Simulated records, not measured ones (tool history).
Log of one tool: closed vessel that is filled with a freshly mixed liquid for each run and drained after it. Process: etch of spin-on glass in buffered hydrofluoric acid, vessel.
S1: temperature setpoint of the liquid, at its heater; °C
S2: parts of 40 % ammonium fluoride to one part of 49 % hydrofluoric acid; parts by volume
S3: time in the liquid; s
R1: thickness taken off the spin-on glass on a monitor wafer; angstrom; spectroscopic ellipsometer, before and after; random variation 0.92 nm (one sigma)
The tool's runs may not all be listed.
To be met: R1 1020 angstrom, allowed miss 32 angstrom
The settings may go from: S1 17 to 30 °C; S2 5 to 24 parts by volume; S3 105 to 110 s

| run | hour | S1 | S2 | S3 | R1 |
|---|---|---|---|---|---|
| 1 | 0 | 22 | 14.5 | 105 | 1374.4 |
| 2 | 4.8 | 22 | 14.5 | 110 | 1434.9 |
| 3 | 9.8 | 22 | 14.5 | 105 | 1381.4 |
| 4 | 15.8 | 19 | 14.5 | 105 | 1162.6 |
| 5 | 21.8 | 19 | 14.5 | 105 | 1146.8 |
| 6 | 30.7 | 18.5 | 14.5 | 105 | 1130 |
| 7 | 32.5 | 18 | 14.5 | 105 | 1093.9 |
| 8 | 36.8 | 17.5 | 14.5 | 105 | 1069 |

4 next moves are on the table. One of them brings every result within its allowed miss. Which?
| A | 41.1 | 17 | 13 | 110 | ? |
| B | 41.1 | 17.5 | 16 | 105 | ? |
| C | 41.1 | 17 | 13.5 | 105 | ? |
| D | 41.1 | 20.5 | 19 | 110 | ? |

| move | R1 |
|---|---|
| A | 1205.1 |
| B | 964.99 |
| C | 1108.5 |
| D | 1010.8 |
A: further off than the last run
B: takes the result that was furthest off past its target
C: further off than the last run
D: meets every target
Answer: D
